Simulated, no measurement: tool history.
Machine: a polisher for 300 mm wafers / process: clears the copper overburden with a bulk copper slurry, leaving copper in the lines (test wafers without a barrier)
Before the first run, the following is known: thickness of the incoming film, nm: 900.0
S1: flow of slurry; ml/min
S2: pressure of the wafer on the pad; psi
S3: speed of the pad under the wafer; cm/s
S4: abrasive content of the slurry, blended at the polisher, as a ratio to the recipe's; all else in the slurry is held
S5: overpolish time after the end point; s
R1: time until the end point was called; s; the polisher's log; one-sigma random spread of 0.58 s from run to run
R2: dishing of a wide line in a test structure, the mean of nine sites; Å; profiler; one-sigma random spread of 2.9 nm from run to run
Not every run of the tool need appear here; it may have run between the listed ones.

run,hour,S1,S2,S3,S4,S5,R1,R2
1,0.0,295,3.3,88,1.00,19,85.956,994.51
2,1.1,350,3.3,88,1.00,19,84.791,1000.70
3,9.3,350,2.8,88,1.00,19,101.680,886.36
4,17.4,350,2.8,88,1.20,19,93.975,887.64
5,26.4,350,2.3,88,1.20,19,114.140,778.04
6,31.0,350,2.3,88,1.20,26,114.420,959.15
7,39.5,350,2.9,90,1.25,23,87.899,1034.50
8,46.1,350,2.9,90,1.25,23,90.163,1044.10
9,54.1,350,3.4,92,1.25,21,73.649,1121.70
10,56.6,350,3.8,92,1.25,20,66.331,1194.70

For run 11, what comes out?
11,61.0,350,4.1,94,1.25,19,?,?

Logged for run 11: R1 59.834 s, R2 1246.50 Å.
